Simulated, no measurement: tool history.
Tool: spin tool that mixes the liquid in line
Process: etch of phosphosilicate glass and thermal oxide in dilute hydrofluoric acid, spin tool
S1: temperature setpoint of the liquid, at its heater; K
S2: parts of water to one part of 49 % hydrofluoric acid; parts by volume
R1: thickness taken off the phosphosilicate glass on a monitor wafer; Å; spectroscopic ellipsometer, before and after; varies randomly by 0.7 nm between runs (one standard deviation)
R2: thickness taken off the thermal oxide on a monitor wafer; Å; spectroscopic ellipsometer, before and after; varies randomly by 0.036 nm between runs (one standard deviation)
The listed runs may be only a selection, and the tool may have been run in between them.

run 1 hour=0 | S1=299.15 S2=105 time_under_the_liquid_(s)=40 | R1=559.05 R2=19.013
run 2 hour=3.4 | S1=300.65 S2=105 time_under_the_liquid_(s)=40 | R1=593.83 R2=20.367
run 3 hour=6 | S1=301.65 S2=105 time_under_the_liquid_(s)=40 | R1=612.81 R2=20.648
run 4 hour=11.9 | S1=301.65 S2=140 time_under_the_liquid_(s)=40 | R1=449.92 R2=15.296
-- hour=20.2 hydrofluoric acid flow meter replaced
run 5 hour=20.2 | S1=301.65 S2=140 time_under_the_liquid_(s)=50 | R1=503.09 R2=16.791
run 6 hour=24.4 | S1=303.65 S2=140 time_under_the_liquid_(s)=50 | R1=538.3 R2=17.878

Predict the results of run 7:
run 7 hour=25.3 | S1=304.15 S2=135 time_under_the_liquid_(s)=50 | R1=? R2=?

{"run 7": {"R1": 567.99, "R2": 19.227}}

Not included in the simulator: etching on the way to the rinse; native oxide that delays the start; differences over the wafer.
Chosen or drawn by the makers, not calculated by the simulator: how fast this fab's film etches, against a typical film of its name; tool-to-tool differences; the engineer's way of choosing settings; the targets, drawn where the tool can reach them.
